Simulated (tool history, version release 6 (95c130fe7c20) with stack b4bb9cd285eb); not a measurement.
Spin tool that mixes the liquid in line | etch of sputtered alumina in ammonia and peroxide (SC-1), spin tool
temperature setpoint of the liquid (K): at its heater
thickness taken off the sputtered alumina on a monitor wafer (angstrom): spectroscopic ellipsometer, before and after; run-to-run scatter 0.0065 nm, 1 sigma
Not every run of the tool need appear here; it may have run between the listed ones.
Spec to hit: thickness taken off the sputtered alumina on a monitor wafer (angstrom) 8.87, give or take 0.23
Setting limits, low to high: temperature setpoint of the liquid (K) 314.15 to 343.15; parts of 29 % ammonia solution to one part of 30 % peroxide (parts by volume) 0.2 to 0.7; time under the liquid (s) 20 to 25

run    day  temperature setpoint of the liquid (K)  parts of 29 % ammonia solution to one part of 30 % peroxide (parts by volume)  time under the liquid (s)  thickness taken off the sputtered alumina on a monitor wafer (angstrom)
  1      0                                  330.15                                                                            0.4                         25                                                                   18.413
  2  0.279                                  336.15                                                                            0.4                         25                                                                   24.664
  3  0.354                                  336.15                                                                            0.4                         25                                                                   24.883
  4  0.642                                  336.15                                                                           0.35                         25                                                                   24.803
  5  0.883                                  334.15                                                                           0.35                         25                                                                   22.277
  6  1.192                                  334.15                                                                           0.35                         20                                                                   17.716
  7  1.246                                  326.15                                                                           0.35                         20                                                                   11.512
  8  1.379                                  325.65                                                                           0.35                         20                                                                   11.217
  9  1.704                                  325.15                                                                           0.35                         20                                                                   10.893
 10  1.983                                  324.65                                                                           0.35                         20                                                                   10.698
 11  2.071                                  324.15                                                                           0.35                         20                                                                   10.415
 12  2.342                                  323.65                                                                           0.35                         20                                                                   10.202
 13  2.692                                  323.15                                                                           0.35                         20                                                                   9.9122
 14  2.838                                  322.15                                                                           0.35                         20                                                                   9.3466
 15  3.012                                  321.65                                                                           0.35                         20                                                                    9.065

Consider the 4 candidate settings below. Which is the only one whose results all fall within their allowed miss of target?
  A  3.188                                  316.65                                                                           0.45                         25                                                                        ?
  B  3.188                                  322.65                                                                            0.3                         20                                                                        ?
  C  3.188                                  322.15                                                                           0.35                         20                                                                        ?
  D  3.188                                  323.15                                                                            0.2                         20                                                                        ?

move  thickness taken off the sputtered alumina on a monitor wafer (angstrom)
   A                                                                   8.8764
   B                                                                   9.5829
   C                                                                   9.4594
   D                                                                   9.4766
A: all results in spec
B: further off than the last run
C: further off than the last run
D: further off than the last run
The move that meets every target is A.

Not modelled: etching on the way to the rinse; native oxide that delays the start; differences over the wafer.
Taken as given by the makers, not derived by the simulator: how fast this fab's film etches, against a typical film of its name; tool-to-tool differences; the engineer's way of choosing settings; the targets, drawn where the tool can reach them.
